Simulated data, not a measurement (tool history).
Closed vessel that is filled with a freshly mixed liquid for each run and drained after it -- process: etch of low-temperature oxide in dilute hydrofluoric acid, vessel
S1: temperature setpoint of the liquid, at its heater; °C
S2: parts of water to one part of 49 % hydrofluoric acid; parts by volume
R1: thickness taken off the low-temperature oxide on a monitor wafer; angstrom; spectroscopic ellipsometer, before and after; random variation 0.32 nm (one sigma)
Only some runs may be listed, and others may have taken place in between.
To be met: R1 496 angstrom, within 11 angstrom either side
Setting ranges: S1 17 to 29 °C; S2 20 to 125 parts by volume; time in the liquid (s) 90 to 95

{"run": 1, "day": 0.0, "S1": 21, "S2": 70, "time in the liquid (s)": 90, "R1": 179.48}
{"run": 2, "day": 0.046, "S1": 21, "S2": 70, "time in the liquid (s)": 90, "R1": 176.63}
{"run": 3, "day": 0.075, "S1": 23.5, "S2": 55, "time in the liquid (s)": 90, "R1": 255.49}
{"run": 4, "day": 0.146, "S1": 23.5, "S2": 55, "time in the liquid (s)": 90, "R1": 259}
{"run": 5, "day": 0.483, "S1": 25, "S2": 55, "time in the liquid (s)": 90, "R1": 271.04}
{"run": 6, "day": 0.746, "S1": 26.5, "S2": 45, "time in the liquid (s)": 90, "R1": 362.58}
{"day": 1.012, "done": "thermometer replaced"}
{"run": 7, "day": 1.012, "S1": 27.5, "S2": 40, "time in the liquid (s)": 90, "R1": 405.74}
{"run": 8, "day": 1.242, "S1": 28, "S2": 35, "time in the liquid (s)": 90, "R1": 477.85}

Next run, 4 choices. One meets every target within its allowed miss, the rest don't. Which?
{"run": "A", "day": 1.471, "S1": 26.5, "S2": 35, "time in the liquid (s)": 90, "R1": "?"}
{"run": "B", "day": 1.471, "S1": 29, "S2": 35, "time in the liquid (s)": 90, "R1": "?"}
{"run": "C", "day": 1.471, "S1": 26.5, "S2": 35, "time in the liquid (s)": 95, "R1": "?"}
{"run": "D", "day": 1.471, "S1": 29, "S2": 40, "time in the liquid (s)": 95, "R1": "?"}

move=A R1=450.75
move=B R1=498.78
move=C R1=475.79
move=D R1=457.18
A: further off than the last run
B: every result lands within tolerance
C: further off than the last run
D: further off than the last run
B meets every target.
